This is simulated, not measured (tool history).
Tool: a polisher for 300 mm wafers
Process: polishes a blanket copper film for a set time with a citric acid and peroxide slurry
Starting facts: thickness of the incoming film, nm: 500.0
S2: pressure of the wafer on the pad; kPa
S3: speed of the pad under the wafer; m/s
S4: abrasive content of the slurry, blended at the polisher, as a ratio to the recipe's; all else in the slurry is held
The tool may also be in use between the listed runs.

{"run": 1, "hour": 0.0, "flow of slurry (ml/min)": 195, "S2": 18.6, "S3": 1.28, "S4": 1.0, "polishing time (s)": 41, "film removed (angstrom)": 936.56}
{"run": 2, "hour": 8.1, "flow of slurry (ml/min)": 195, "S2": 17.2, "S3": 1.26, "S4": 1.0, "polishing time (s)": 41, "film removed (angstrom)": 866.71}
{"run": 3, "hour": 11.1, "flow of slurry (ml/min)": 195, "S2": 15.9, "S3": 1.26, "S4": 1.0, "polishing time (s)": 41, "film removed (angstrom)": 802.1}
{"run": 4, "hour": 15.5, "flow of slurry (ml/min)": 195, "S2": 15.2, "S3": 1.26, "S4": 1.0, "polishing time (s)": 41, "film removed (angstrom)": 793.78}
{"run": 5, "hour": 19.0, "flow of slurry (ml/min)": 195, "S2": 15.2, "S3": 1.26, "S4": 1.0, "polishing time (s)": 43, "film removed (angstrom)": 825.48}
{"run": 6, "hour": 25.0, "flow of slurry (ml/min)": 195, "S2": 13.8, "S3": 1.26, "S4": 1.0, "polishing time (s)": 43, "film removed (angstrom)": 788.56}
{"hour": 30.2, "done": "slurry blender recalibrated"}
{"run": 7, "hour": 30.2, "flow of slurry (ml/min)": 195, "S2": 13.1, "S3": 1.26, "S4": 1.0, "polishing time (s)": 43, "film removed (angstrom)": 786.24}
{"run": 8, "hour": 31.0, "flow of slurry (ml/min)": 195, "S2": 12.4, "S3": 1.26, "S4": 1.0, "polishing time (s)": 43, "film removed (angstrom)": 771.08}
{"run": 9, "hour": 38.0, "flow of slurry (ml/min)": 195, "S2": 11.7, "S3": 1.26, "S4": 1.0, "polishing time (s)": 43, "film removed (angstrom)": 753.22}
{"run": 10, "hour": 40.9, "flow of slurry (ml/min)": 195, "S2": 11.7, "S3": 1.26, "S4": 1.0, "polishing time (s)": 43, "film removed (angstrom)": 739.86}

Run 11 has not been measured yet. What should we expect?
{"run": 11, "hour": 48.5, "flow of slurry (ml/min)": 195, "S2": 11.0, "S3": 1.26, "S4": 1.0, "polishing time (s)": 43, "film removed (angstrom)": "?"}

film removed (angstrom): 710.92

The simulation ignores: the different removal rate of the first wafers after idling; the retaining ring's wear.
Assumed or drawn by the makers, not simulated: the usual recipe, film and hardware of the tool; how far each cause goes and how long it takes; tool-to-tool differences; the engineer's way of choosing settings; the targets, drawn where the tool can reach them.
